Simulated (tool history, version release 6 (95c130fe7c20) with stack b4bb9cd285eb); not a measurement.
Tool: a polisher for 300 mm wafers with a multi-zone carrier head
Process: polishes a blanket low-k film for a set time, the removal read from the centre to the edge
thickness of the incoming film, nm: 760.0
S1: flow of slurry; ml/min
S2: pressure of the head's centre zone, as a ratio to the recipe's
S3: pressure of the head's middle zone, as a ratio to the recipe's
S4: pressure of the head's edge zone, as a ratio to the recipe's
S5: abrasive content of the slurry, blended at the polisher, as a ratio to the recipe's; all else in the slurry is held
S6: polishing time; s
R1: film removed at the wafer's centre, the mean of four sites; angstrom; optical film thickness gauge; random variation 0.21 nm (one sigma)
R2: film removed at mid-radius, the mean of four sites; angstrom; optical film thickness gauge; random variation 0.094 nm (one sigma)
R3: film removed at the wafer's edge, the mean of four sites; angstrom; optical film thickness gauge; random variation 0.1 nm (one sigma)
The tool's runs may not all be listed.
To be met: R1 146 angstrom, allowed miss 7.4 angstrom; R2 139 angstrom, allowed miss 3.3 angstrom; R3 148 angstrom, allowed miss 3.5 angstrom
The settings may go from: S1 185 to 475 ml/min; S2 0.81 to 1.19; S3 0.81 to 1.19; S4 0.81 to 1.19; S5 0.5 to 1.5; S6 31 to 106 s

| run | hour | S1 | S2 | S3 | S4 | S5 | S6 | R1 | R2 | R3 |
|---|---|---|---|---|---|---|---|---|---|---|
| 1 | 0 | 305 | 1 | 1 | 1 | 1 | 68 | 253.33 | 248.35 | 248.4 |
| 2 | 2.9 | 305 | 0.94 | 1 | 1 | 1 | 68 | 241.15 | 249.18 | 248.01 |
| 3 | 4.7 | 300 | 0.93 | 0.98 | 0.98 | 0.9 | 66 | 222.82 | 227.37 | 228.1 |
| 4 | 11.6 | 295 | 0.92 | 0.96 | 0.96 | 0.85 | 64 | 207.55 | 212.12 | 217.05 |
| 5 | 17.5 | 295 | 0.92 | 1.03 | 0.96 | 0.85 | 64 | 204.46 | 223.79 | 216.75 |
| 6 | 19.7 | 295 | 0.92 | 1.01 | 0.95 | 0.8 | 62 | 193.1 | 212.15 | 201.47 |
| 7 | 20.8 | 290 | 0.92 | 0.98 | 0.94 | 0.75 | 61 | 186.91 | 198.34 | 194.83 |
| 8 | 22.3 | 290 | 0.92 | 0.98 | 0.94 | 0.75 | 61 | 190.44 | 196.77 | 193.7 |
| 9 | 29.1 | 285 | 0.91 | 0.96 | 0.93 | 0.7 | 60 | 182.42 | 186.99 | 187.15 |

4 next moves are on the table. One of them brings every result within its allowed miss. Which?
| A | 35.9 | 285 | 0.85 | 0.96 | 0.95 | 0.65 | 48 | ? | ? | ? |
| B | 35.9 | 335 | 0.83 | 1.11 | 0.92 | 0.7 | 44 | ? | ? | ? |
| C | 35.9 | 260 | 0.97 | 0.93 | 0.99 | 0.8 | 44 | ? | ? | ? |
| D | 35.9 | 195 | 0.81 | 0.93 | 0.96 | 0.65 | 52 | ? | ? | ? |

| move | R1 | R2 | R3 |
|---|---|---|---|
| A | 129.5 | 145.83 | 147.01 |
| B | 121.17 | 156.6 | 137.62 |
| C | 143.7 | 138.26 | 146.28 |
| D | 125.66 | 145.89 | 153.68 |
A: nearer than the last run, and not there yet
B: nearer than the last run, and not there yet
C: meets every target
D: nearer than the last run, and not there yet
Answer: C
